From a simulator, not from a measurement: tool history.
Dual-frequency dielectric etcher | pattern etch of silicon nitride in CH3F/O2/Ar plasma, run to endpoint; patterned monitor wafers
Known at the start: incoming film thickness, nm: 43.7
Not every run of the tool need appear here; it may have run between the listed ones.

{"run": 1, "day": 0.0, "source power (kW)": 0.3, "bias power (kW)": 0.095, "endpoint time (s)": 56.886}
{"run": 2, "day": 0.258, "source power (kW)": 0.3, "bias power (kW)": 0.105, "endpoint time (s)": 54.065}
{"run": 3, "day": 0.454, "source power (kW)": 0.34, "bias power (kW)": 0.105, "endpoint time (s)": 52.252}
{"run": 4, "day": 0.583, "source power (kW)": 0.34, "bias power (kW)": 0.095, "endpoint time (s)": 53.859}
{"run": 5, "day": 0.683, "source power (kW)": 0.37, "bias power (kW)": 0.095, "endpoint time (s)": 51.716}
{"run": 6, "day": 0.95, "source power (kW)": 0.37, "bias power (kW)": 0.111, "endpoint time (s)": 49.686}
{"run": 7, "day": 1.221, "source power (kW)": 0.31, "bias power (kW)": 0.092, "endpoint time (s)": 56.334}
{"run": 8, "day": 1.396, "source power (kW)": 0.3, "bias power (kW)": 0.091, "endpoint time (s)": 57.045}

Run 9 comes next. What will it give?
{"run": 9, "day": 1.529, "source power (kW)": 0.29, "bias power (kW)": 0.09, "endpoint time (s)": "?"}

Run 9 yielded endpoint time (s) 57.455.

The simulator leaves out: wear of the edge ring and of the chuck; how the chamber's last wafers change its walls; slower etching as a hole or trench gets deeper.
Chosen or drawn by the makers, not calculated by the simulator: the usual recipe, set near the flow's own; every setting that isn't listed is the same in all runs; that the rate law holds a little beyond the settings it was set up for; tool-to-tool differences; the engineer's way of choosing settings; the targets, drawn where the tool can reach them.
